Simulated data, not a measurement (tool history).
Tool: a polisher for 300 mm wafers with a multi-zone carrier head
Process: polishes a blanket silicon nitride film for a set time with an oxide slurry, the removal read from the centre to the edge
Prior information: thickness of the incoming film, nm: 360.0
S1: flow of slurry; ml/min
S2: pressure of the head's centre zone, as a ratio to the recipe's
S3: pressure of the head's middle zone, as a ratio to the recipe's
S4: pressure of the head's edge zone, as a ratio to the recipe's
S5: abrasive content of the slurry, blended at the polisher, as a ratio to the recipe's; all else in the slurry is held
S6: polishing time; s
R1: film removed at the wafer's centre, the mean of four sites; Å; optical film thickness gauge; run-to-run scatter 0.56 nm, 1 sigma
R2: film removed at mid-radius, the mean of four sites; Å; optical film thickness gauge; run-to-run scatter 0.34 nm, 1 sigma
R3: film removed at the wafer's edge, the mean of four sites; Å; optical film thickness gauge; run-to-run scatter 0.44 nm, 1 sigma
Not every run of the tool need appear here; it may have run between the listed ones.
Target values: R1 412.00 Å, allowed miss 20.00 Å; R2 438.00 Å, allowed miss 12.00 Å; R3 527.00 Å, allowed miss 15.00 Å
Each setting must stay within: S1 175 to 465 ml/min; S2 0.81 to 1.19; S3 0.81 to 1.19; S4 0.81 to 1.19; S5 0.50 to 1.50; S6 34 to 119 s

run 1 hour=0.0 | S1=295 S2=1.00 S3=1.00 S4=1.00 S5=1.00 S6=76 | R1=518.97 R2=528.27 R3=536.76
run 2 hour=7.3 | S1=295 S2=0.95 S3=1.00 S4=1.00 S5=1.00 S6=76 | R1=499.00 R2=522.59 R3=543.14
run 3 hour=15.2 | S1=295 S2=0.95 S3=1.05 S4=1.00 S5=1.00 S6=76 | R1=497.73 R2=548.09 R3=551.28
run 4 hour=21.9 | S1=290 S2=0.93 S3=1.02 S4=1.01 S5=1.00 S6=76 | R1=488.29 R2=537.97 R3=549.86
run 5 hour=25.4 | S1=290 S2=0.93 S3=1.02 S4=1.01 S5=1.15 S6=76 | R1=519.40 R2=574.90 R3=577.91
run 6 hour=33.2 | S1=285 S2=0.91 S3=0.99 S4=1.02 S5=1.10 S6=76 | R1=495.10 R2=544.02 R3=570.53
run 7 hour=41.1 | S1=280 S2=0.89 S3=0.97 S4=1.02 S5=1.10 S6=76 | R1=477.16 R2=532.98 R3=577.81
run 8 hour=45.0 | S1=275 S2=0.88 S3=0.95 S4=1.00 S5=1.10 S6=76 | R1=483.35 R2=527.54 R3=565.85
run 9 hour=50.8 | S1=270 S2=0.87 S3=0.93 S4=1.00 S5=1.05 S6=76 | R1=463.78 R2=496.05 R3=555.67

Consider the 4 candidate settings below. Which is the only one whose results all fall within their allowed miss of target?
run A hour=56.6 | S1=175 S2=0.83 S3=0.86 S4=1.02 S5=0.80 S6=86 | R1=? R2=? R3=?
run B hour=56.6 | S1=250 S2=0.81 S3=0.83 S4=1.17 S5=0.95 S6=70 | R1=? R2=? R3=?
run C hour=56.6 | S1=240 S2=0.83 S3=0.82 S4=1.07 S5=0.60 S6=96 | R1=? R2=? R3=?
run D hour=56.6 | S1=270 S2=0.87 S3=0.86 S4=1.01 S5=0.95 S6=70 | R1=? R2=? R3=?

move=A R1=414.31 R2=442.20 R3=526.33
move=B R1=379.08 R2=399.06 R3=517.97
move=C R1=408.09 R2=417.80 R3=523.68
move=D R1=404.38 R2=413.58 R3=483.70
A: hits every target within its allowed miss
B: moves the result that the last run missed by most past its target, out the other side
C: moves the result that the last run missed by most past its target, out the other side
D: moves the result that the last run missed by most past its target, out the other side
The right move is A.
